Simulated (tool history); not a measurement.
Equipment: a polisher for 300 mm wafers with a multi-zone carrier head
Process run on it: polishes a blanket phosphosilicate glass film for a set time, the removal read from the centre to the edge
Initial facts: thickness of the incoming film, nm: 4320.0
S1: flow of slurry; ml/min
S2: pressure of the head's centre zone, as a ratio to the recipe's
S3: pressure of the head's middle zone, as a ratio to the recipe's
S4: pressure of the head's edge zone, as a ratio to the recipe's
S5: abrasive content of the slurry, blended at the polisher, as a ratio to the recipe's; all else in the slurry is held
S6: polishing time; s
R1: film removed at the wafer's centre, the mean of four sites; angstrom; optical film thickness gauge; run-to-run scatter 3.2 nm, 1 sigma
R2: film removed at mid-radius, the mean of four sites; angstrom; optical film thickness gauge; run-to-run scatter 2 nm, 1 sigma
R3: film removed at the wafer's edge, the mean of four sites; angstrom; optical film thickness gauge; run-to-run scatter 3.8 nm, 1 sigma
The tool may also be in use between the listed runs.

run    day   S1    S2    S3    S4    S5  S6      R1      R2      R3
  1      0  230     1     1     1     1  50  3163.8  2973.8  2950.9
  2  0.088  225  0.97     1  0.99  0.95  50  2958.2    2918    2851
  3  0.138  225  0.97     1  1.07  0.95  50  2985.2  2907.2    3036
  4  0.233  220  0.95     1  1.05  0.95  50  2886.9    2912  2984.6
  5  0.417  220  0.95  1.06  1.05  0.95  50  2846.2  3010.7  2985.7
  6  0.746  215  0.93  1.05  1.03  0.95  50  2851.4  3020.6  2864.9
     0.833  -- edge zone pressure recalibrated
  7  0.833  195  0.83  1.04  1.09  0.75  50  2299.3  2738.2    2843
  8  1.017  195  0.84  1.04  1.08  0.75  50  2321.6    2687  2852.3

What does the tool deliver on the next run?
  9  1.267  200  0.84  1.05  1.06  0.75  50   ?   ?   ?

R1: 2301.4 angstrom
R2: 2759.5 angstrom
R3: 2815.8 angstrom
